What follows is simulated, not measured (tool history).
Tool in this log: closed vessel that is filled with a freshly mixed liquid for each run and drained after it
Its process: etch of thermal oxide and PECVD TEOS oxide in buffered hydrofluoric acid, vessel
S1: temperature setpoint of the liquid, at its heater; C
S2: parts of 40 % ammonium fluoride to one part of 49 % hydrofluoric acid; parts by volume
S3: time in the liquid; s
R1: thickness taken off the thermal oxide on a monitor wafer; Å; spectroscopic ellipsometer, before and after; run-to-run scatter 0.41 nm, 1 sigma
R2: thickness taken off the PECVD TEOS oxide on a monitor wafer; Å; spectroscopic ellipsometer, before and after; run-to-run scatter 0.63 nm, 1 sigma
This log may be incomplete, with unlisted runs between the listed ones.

run 1 day=0.000 | S1=23.0 S2=12 S3=60 | R1=524.04 R2=666.91
run 2 day=0.212 | S1=23.0 S2=12 S3=75 | R1=662.63 R2=834.35
run 3 day=0.471 | S1=22.5 S2=12 S3=75 | R1=648.46 R2=815.08
run 4 day=0.729 | S1=22.5 S2=14 S3=75 | R1=551.09 R2=686.16
run 5 day=1.075 | S1=26.0 S2=14 S3=75 | R1=676.90 R2=847.83
run 6 day=1.233 | S1=25.5 S2=14 S3=75 | R1=654.79 R2=812.33

What does the tool deliver on the next run?
run 7 day=1.325 | S1=25.5 S2=14 S3=75 | R1=? R2=?

{"run 7": {"R1": 649.89, "R2": 823.51}}
